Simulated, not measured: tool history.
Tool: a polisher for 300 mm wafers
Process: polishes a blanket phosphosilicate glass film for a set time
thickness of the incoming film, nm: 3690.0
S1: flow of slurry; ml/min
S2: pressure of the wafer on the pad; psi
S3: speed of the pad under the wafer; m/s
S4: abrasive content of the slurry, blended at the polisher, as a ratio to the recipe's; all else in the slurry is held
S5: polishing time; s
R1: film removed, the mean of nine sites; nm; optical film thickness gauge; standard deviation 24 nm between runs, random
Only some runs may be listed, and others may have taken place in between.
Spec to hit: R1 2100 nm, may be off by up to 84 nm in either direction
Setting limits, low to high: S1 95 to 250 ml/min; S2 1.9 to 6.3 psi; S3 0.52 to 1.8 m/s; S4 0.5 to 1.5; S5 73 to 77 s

| run | hour | S1 | S2 | S3 | S4 | S5 | R1 |
|---|---|---|---|---|---|---|---|
| 1 | 0 | 160 | 4.1 | 1.16 | 1 | 73 | 1121.9 |
| 2 | 1.5 | 160 | 3.7 | 1.16 | 1 | 73 | 1022.4 |
| 3 | 7 | 160 | 3.7 | 1.16 | 1 | 77 | 1064.9 |
| 4 | 14.7 | 160 | 3.7 | 1.16 | 1 | 73 | 1015.6 |
|  | 21.6 | head pressure recalibrated |
| 5 | 21.6 | 160 | 3.7 | 1.16 | 1.15 | 73 | 967.9 |
| 6 | 26.3 | 160 | 3.7 | 1.16 | 0.95 | 73 | 906.65 |
| 7 | 32.5 | 170 | 4.8 | 1.46 | 1 | 73 | 1424 |
| 8 | 41.4 | 170 | 5.1 | 1.48 | 1 | 73 | 1506.7 |
| 9 | 44.7 | 170 | 5.3 | 1.52 | 1 | 73 | 1618.8 |
| 10 | 53.5 | 180 | 6.3 | 1.54 | 1 | 73 | 1982.5 |

Below are 4 possible settings for the next run. Only one of them brings all results inside the allowed miss of their targets. Which is it?
| A | 62.3 | 180 | 6.1 | 1.64 | 0.85 | 74 | ? |
| B | 62.3 | 135 | 6.3 | 1.56 | 1.3 | 73 | ? |
| C | 62.3 | 205 | 5.9 | 1.64 | 0.9 | 73 | ? |
| D | 62.3 | 220 | 6 | 1.4 | 1.1 | 75 | ? |

| move | R1 |
|---|---|
| A | 1883.8 |
| B | 2128.5 |
| C | 1880.4 |
| D | 1911.5 |
A: moves away from the targets compared with the last run
B: all results in spec
C: moves away from the targets compared with the last run
D: moves away from the targets compared with the last run
Go with B: it meets all targets.
